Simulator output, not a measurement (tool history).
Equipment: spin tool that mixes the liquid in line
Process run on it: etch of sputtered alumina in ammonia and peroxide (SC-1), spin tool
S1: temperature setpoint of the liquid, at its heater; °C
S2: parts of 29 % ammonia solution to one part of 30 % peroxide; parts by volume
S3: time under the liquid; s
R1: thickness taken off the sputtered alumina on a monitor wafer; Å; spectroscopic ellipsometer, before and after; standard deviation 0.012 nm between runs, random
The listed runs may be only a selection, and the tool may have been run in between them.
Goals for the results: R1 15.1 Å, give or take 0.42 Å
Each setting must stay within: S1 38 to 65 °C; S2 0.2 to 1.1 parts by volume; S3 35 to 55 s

run	hour	S1	S2	S3	R1
1	0	49	0.6	55	23.578
2	5.9	48	0.6	55	22.309
3	8.1	48	0.7	55	22.857
4	16.8	47	0.7	55	21.381
5	18.4	46.5	0.7	55	20.907
6	27.1	46.5	0.5	55	20.085
7	30.5	40.5	0.5	55	14.188
8	31.5	42	0.5	55	15.736

Below are 5 possible settings for the next run. Only one of them brings all results inside the allowed miss of their targets. Which is it?
A	32.5	41.5	0.7	55	?
B	32.5	42	0.8	55	?
C	32.5	40	0.6	55	?
D	32.5	42.5	0.55	55	?
E	32.5	41.5	0.45	55	?

move	R1
A	15.699
B	16.371
C	14.165
D	16.26
E	15.049
A: closer than the last run, but not yet in spec
B: further off than the last run
C: takes the result that was furthest off past its target
D: further off than the last run
E: hits every target within its allowed miss
So the answer is move E, the one that meets all the targets.
